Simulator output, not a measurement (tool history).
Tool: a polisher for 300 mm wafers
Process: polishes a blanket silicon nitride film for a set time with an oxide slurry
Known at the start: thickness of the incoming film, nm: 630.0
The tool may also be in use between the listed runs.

| run | hour | flow of slurry (ml/min) | pressure of the wafer on the pad (psi) | speed of the pad under the wafer (m/s) | abrasive content of the slurry | polishing time (s) | film removed (Å) |
|---|---|---|---|---|---|---|---|
| 1 | 0 | 170 | 3.1 | 1.32 | 1 | 25 | 135.12 |
| 2 | 4.3 | 170 | 3.1 | 1.32 | 1 | 22 | 117.88 |
| 3 | 11.5 | 170 | 3.1 | 1.18 | 1 | 22 | 108.19 |
| 4 | 17 | 170 | 3.7 | 1.22 | 1 | 22 | 127.51 |
| 5 | 17.6 | 170 | 3.7 | 1.22 | 0.85 | 22 | 119.91 |
| 6 | 23 | 195 | 3.7 | 1.22 | 0.85 | 22 | 122.92 |
| 7 | 29.8 | 195 | 4.1 | 1.34 | 0.85 | 22 | 143.54 |
| 8 | 31.1 | 195 | 4.4 | 1.44 | 0.85 | 22 | 164.07 |
| 9 | 32.2 | 195 | 4.6 | 1.5 | 0.85 | 22 | 174.25 |
| 10 | 34.8 | 195 | 4.6 | 1.5 | 0.85 | 22 | 168.02 |
| 11 | 37.1 | 200 | 4.7 | 1.6 | 0.85 | 22 | 187.04 |
| 12 | 42.2 | 200 | 4.8 | 1.64 | 0.85 | 22 | 194.36 |
| 13 | 47.9 | 200 | 4.8 | 1.66 | 0.85 | 22 | 199.55 |
| 14 | 49.2 | 200 | 4.8 | 1.66 | 0.85 | 22 | 196.28 |

Forecast run 15:
| 15 | 57.7 | 200 | 4.8 | 1.68 | 0.85 | 22 | ? |

film removed (Å): 197.02

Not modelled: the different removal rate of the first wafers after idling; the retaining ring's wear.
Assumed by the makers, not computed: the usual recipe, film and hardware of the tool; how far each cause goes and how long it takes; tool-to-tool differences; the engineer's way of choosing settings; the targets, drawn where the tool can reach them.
